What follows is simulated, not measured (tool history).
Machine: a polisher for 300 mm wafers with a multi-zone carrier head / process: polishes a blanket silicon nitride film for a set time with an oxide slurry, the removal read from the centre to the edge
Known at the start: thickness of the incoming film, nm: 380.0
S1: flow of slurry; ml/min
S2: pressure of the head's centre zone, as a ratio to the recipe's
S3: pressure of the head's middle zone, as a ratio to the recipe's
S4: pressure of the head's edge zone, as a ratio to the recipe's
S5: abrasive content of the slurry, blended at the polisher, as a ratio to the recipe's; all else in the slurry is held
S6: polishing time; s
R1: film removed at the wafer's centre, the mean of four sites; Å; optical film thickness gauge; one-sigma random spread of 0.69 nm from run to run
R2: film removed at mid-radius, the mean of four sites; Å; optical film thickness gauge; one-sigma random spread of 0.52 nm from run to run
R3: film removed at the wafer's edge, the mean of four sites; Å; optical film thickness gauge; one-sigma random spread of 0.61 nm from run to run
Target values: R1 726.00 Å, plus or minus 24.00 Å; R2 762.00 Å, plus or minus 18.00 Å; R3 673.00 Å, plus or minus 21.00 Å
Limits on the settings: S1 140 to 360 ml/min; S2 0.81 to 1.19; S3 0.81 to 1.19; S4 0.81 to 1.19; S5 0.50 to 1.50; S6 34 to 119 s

run  hour   S1    S2    S3    S4    S5  S6      R1      R2      R3
  1   0.0  230  1.00  1.00  1.00  1.00  76  542.83  541.64  560.03
  2   5.6  230  1.00  1.00  1.00  1.15  76  570.68  574.15  581.77
  3   9.0  250  1.03  1.05  1.03  1.20  76  601.20  624.07  609.92
  4  14.2  250  1.03  1.05  0.96  1.20  76  606.68  627.15  589.55
  5  16.0  265  1.06  1.08  0.99  1.25  76  640.64  652.09  616.34
  6  18.5  280  1.08  1.11  1.00  1.30  76  648.80  681.34  629.86
  7  25.6  285  1.10  1.13  1.00  1.35  76  671.13  689.25  634.54
  8  28.8  285  1.10  1.13  1.00  1.35  76  677.91  702.48  641.02
  9  37.7  290  1.11  1.15  1.01  1.40  76  703.78  720.79  651.87
 10  40.1  295  1.11  1.16  1.02  1.40  76  693.15  741.64  655.85
 11  45.5  300  1.12  1.16  1.03  1.40  76  699.97  727.38  664.45

5 candidate next runs follow, results not yet known. Just one meets every target within its allowed miss. Identify it.
  A  50.9  295  1.00  1.14  1.04  1.25  83   ?   ?   ?
  B  50.9  310  1.12  1.16  1.01  1.45  78   ?   ?   ?
  C  50.9  350  1.06  1.12  1.10  1.35  74   ?   ?   ?
  D  50.9  310  1.07  1.08  1.10  0.90  93   ?   ?   ?
  E  50.9  305  1.08  1.10  1.13  1.50  77   ?   ?   ?

move      R1      R2      R3
   A  674.99  754.35  691.63
   B  742.91  764.97  681.73
   C  661.02  691.64  658.54
   D  692.73  697.88  687.35
   E  718.63  729.57  716.18
A: brings the result that was furthest off to its target, and leaves another outside
B: meets every target
C: moves away from the targets compared with the last run
D: moves away from the targets compared with the last run
E: moves away from the targets compared with the last run
Answer: B
